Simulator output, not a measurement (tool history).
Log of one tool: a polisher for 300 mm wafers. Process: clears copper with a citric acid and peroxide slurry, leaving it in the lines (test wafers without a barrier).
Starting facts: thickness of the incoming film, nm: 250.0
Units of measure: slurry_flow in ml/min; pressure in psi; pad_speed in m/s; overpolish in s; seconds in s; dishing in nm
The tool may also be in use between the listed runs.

run,day,slurry_flow,pressure,pad_speed,slurry_solids,overpolish,seconds,dishing
1,0,300,3.2,0.86,1,28,137.06,30.623
2,0.083,300,2.9,0.84,1,29,154.23,28.698
3,0.142,300,2.9,0.84,1.1,29,152.42,30.362
4,0.512,250,2.9,0.84,1.1,29,154.02,29.663
5,0.804,250,2.7,0.82,1.1,29,165.87,28.854
6,1.05,250,2.5,0.8,1.1,29,177.11,25.669
7,1.233,250,2.4,0.76,1.1,30,195.06,24.851
8,1.562,250,2.3,0.74,1.1,30,207.34,23.042
9,1.933,250,2.2,0.72,1.1,31,221.83,22.297
10,2.3,250,2.1,0.72,1.1,31,223.34,21.636
11,2.338,250,2,0.72,1.1,32,233.77,21.669
12,2.6,250,1.9,0.72,1.1,32,240.59,22.103

What will run 13 give?
13,2.646,250,1.8,0.72,1.1,32,?,?

seconds: 255.87 s
dishing: 19.748 nm
